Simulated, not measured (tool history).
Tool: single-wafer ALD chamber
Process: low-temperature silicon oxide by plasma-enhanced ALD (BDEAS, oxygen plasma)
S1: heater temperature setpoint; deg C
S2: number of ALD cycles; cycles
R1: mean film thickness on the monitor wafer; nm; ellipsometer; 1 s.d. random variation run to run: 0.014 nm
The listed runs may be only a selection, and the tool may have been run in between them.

{"run": 1, "hour": 0.0, "S1": 100, "S2": 46, "R1": 7.2713}
{"run": 2, "hour": 1.4, "S1": 100, "S2": 42, "R1": 6.6175}
{"run": 3, "hour": 9.1, "S1": 100, "S2": 47, "R1": 7.3985}
{"run": 4, "hour": 10.7, "S1": 94, "S2": 47, "R1": 7.5776}
{"run": 5, "hour": 14.1, "S1": 94, "S2": 50, "R1": 8.0848}
{"run": 6, "hour": 19.8, "S1": 96, "S2": 48, "R1": 7.7182}
{"run": 7, "hour": 25.7, "S1": 103, "S2": 41, "R1": 6.358}
{"run": 8, "hour": 28.4, "S1": 105, "S2": 40, "R1": 6.1856}
{"hour": 31.8, "done": "thermocouple changed; heater temperature recalibrated"}
{"run": 9, "hour": 31.8, "S1": 106, "S2": 40, "R1": 6.1049}
{"run": 10, "hour": 33.2, "S1": 107, "S2": 40, "R1": 6.0793}

Estimate the outcome of run 11 from the log above:
{"run": 11, "hour": 40.8, "S1": 108, "S2": 40, "R1": "?"}

For run 11 the tool returned R1 6.0918 nm.

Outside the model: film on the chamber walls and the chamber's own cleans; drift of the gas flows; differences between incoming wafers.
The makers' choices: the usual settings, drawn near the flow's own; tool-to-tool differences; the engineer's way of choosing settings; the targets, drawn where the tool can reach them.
